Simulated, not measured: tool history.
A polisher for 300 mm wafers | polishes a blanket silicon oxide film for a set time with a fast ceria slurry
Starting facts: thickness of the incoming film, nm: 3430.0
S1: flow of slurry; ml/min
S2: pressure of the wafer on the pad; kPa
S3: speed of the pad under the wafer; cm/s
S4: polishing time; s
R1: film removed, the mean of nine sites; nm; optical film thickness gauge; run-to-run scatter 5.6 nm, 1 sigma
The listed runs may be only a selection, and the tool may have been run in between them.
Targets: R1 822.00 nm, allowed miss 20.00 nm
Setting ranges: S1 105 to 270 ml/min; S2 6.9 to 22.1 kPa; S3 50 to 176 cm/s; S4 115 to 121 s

run  hour   S1    S2   S3   S4       R1
  1   0.0  175  14.5  112  115  1336.60
  2   3.1  175  11.0  112  115  1034.10
  3   8.4  170  11.0  112  115  1039.20
  4   9.4  170  10.3  112  115   966.13
  5  10.8  170  10.3  112  121  1015.80
  6  13.6  205  10.3  112  121  1054.10
  7  20.4  155   6.9  112  121   684.75
  8  24.6  205   6.9  112  121   712.41
  9  30.7  205   6.9  112  121   723.09

Below are 4 possible settings for the next run. Only one of them brings all results inside the allowed miss of their targets. Which is it?
  A  36.8  180  7.6  106  115   ?
  B  36.8  175  8.3  116  115   ?
  C  36.8  180  6.9   98  115   ?
  D  36.8  175  6.9  102  117   ?

move      R1
   A  690.29
   B  814.69
   C  584.91
   D  616.03
A: misses by more than the last run did
B: all results land within tolerance of their targets
C: misses by more than the last run did
D: misses by more than the last run did
B is the move that brings every result within its allowed miss.
